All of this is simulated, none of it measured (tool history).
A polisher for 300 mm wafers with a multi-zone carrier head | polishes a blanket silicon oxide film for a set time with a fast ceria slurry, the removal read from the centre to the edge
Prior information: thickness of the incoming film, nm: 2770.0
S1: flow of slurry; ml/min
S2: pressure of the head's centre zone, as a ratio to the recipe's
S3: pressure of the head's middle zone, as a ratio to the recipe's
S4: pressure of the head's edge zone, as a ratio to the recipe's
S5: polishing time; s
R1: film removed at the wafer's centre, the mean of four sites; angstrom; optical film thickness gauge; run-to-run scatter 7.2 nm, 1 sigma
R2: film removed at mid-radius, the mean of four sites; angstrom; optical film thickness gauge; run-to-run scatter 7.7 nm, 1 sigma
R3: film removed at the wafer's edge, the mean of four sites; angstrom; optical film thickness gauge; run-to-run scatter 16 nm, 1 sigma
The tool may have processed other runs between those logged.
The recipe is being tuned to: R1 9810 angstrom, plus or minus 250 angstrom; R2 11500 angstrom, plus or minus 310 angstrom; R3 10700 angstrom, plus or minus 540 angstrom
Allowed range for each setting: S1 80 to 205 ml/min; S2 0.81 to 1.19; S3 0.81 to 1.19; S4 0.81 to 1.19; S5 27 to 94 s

run 1 hour=0 | S1=135 S2=1 S3=1 S4=1 S5=60 | R1=7155.9 R2=7265.2 R3=7520.3
run 2 hour=7.8 | S1=135 S2=1 S3=1 S4=1 S5=45 | R1=5418.6 R2=5516 R3=5555.4
run 3 hour=16.2 | S1=135 S2=1 S3=1 S4=0.94 S5=45 | R1=5475.9 R2=5573.6 R3=5593
run 4 hour=21.3 | S1=135 S2=1 S3=1 S4=1 S5=45 | R1=5485.3 R2=5515.7 R3=5584.5
run 5 hour=28.1 | S1=140 S2=1 S3=1.02 S4=1 S5=51 | R1=6240.5 R2=6422.1 R3=6321.3
run 6 hour=35.6 | S1=140 S2=0.99 S3=1.03 S4=1.01 S5=56 | R1=6780.1 R2=7189.2 R3=7073.2
run 7 hour=36.6 | S1=140 S2=0.99 S3=1.03 S4=1.01 S5=56 | R1=6724.3 R2=7133.8 R3=7197.1
run 8 hour=37.4 | S1=175 S2=1.02 S3=1.13 S4=1.11 S5=73 | R1=9528.9 R2=10524 R3=10038

4 candidate next runs follow, results not yet known. Just one meets every target within its allowed miss. Identify it.
run A hour=38.2 | S1=160 S2=1.01 S3=1.12 S4=1.15 S5=79 | R1=? R2=? R3=?
run B hour=38.2 | S1=170 S2=1.12 S3=1.09 S4=1.11 S5=72 | R1=? R2=? R3=?
run C hour=38.2 | S1=165 S2=0.96 S3=1.13 S4=1.08 S5=80 | R1=? R2=? R3=?
run D hour=38.2 | S1=185 S2=1.05 S3=1.01 S4=1.19 S5=72 | R1=? R2=? R3=?

move=A R1=9951.4 R2=11068 R3=11026
move=B R1=10191 R2=9961.5 R3=9953.7
move=C R1=9638 R2=11364 R3=10858
move=D R1=9699.7 R2=9474.9 R3=10440
A: moves toward the targets from the last run without getting all of them in spec
B: the biggest miss grows against the last run
C: all results land within tolerance of their targets
D: the biggest miss grows against the last run
Answer: C
